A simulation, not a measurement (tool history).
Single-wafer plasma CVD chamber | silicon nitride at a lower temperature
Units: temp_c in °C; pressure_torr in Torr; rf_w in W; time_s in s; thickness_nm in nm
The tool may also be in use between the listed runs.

run 1 hour=0.0 | temp_c=370 pressure_torr=1.44 rf_w=270 time_s=8.5 | thickness_nm=8.8502
run 2 hour=2.0 | temp_c=370 pressure_torr=1.28 rf_w=270 time_s=8.5 | thickness_nm=8.5438
run 3 hour=3.5 | temp_c=365 pressure_torr=1.28 rf_w=270 time_s=8.5 | thickness_nm=8.6012
run 4 hour=9.7 | temp_c=365 pressure_torr=1.28 rf_w=305 time_s=8.5 | thickness_nm=9.4929
run 5 hour=16.6 | temp_c=365 pressure_torr=1.15 rf_w=295 time_s=8.5 | thickness_nm=9.0594
run 6 hour=21.6 | temp_c=365 pressure_torr=1.15 rf_w=275 time_s=8.5 | thickness_nm=8.4224
run 7 hour=28.2 | temp_c=365 pressure_torr=1.07 rf_w=275 time_s=8.5 | thickness_nm=8.2597
run 8 hour=29.1 | temp_c=365 pressure_torr=1.01 rf_w=275 time_s=8.5 | thickness_nm=8.1694

Forecast run 9:
run 9 hour=33.4 | temp_c=365 pressure_torr=0.96 rf_w=275 time_s=8.5 | thickness_nm=?

Run 9 gave thickness_nm 8.0423 nm.
